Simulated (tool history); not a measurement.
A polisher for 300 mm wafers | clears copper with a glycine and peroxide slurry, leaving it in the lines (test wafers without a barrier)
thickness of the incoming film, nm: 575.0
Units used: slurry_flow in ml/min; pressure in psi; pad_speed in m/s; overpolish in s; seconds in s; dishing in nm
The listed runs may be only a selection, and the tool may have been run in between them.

| run | hour | slurry_flow | pressure | pad_speed | overpolish | seconds | dishing |
|---|---|---|---|---|---|---|---|
| 1 | 0.0 | 275 | 2.8 | 0.94 | 15 | 111.940 | 37.794 |
| 2 | 7.0 | 275 | 2.8 | 0.94 | 9 | 112.030 | 27.508 |
| 3 | 12.5 | 275 | 2.8 | 0.76 | 9 | 127.880 | 24.547 |
| 4 | 15.3 | 275 | 2.8 | 0.68 | 9 | 136.820 | 22.438 |
| 5 | 19.9 | 275 | 2.9 | 0.68 | 8 | 132.450 | 21.926 |
| 6 | 25.0 | 275 | 2.9 | 0.68 | 10 | 135.860 | 26.220 |
| 7 | 28.2 | 275 | 2.9 | 0.72 | 9 | 128.360 | 24.784 |
| 8 | 33.9 | 240 | 3.6 | 0.80 | 4 | 103.670 | 14.641 |
| 9 | 38.1 | 250 | 3.6 | 0.80 | 4 | 102.350 | 15.296 |
| 10 | 44.0 | 260 | 3.6 | 0.80 | 4 | 102.670 | 14.826 |
| 11 | 53.0 | 260 | 3.6 | 0.80 | 5 | 102.740 | 17.306 |
| 12 | 57.8 | 265 | 3.7 | 0.80 | 9 | 98.713 | 29.398 |
| 13 | 66.4 | 255 | 3.7 | 0.80 | 9 | 100.700 | 29.481 |
| 14 | 74.9 | 250 | 3.7 | 0.80 | 9 | 101.780 | 29.301 |
| 15 | 76.9 | 250 | 3.7 | 0.82 | 8 | 100.210 | 27.109 |
| 16 | 82.7 | 260 | 3.6 | 0.84 | 7 | 99.760 | 23.561 |
| 17 | 87.4 | 250 | 3.6 | 0.84 | 7 | 99.114 | 24.872 |

Run 18 comes next. What will it give?
| 18 | 91.2 | 255 | 3.6 | 0.84 | 7 | ? | ? |

seconds: 100.230 s
dishing: 24.292 nm

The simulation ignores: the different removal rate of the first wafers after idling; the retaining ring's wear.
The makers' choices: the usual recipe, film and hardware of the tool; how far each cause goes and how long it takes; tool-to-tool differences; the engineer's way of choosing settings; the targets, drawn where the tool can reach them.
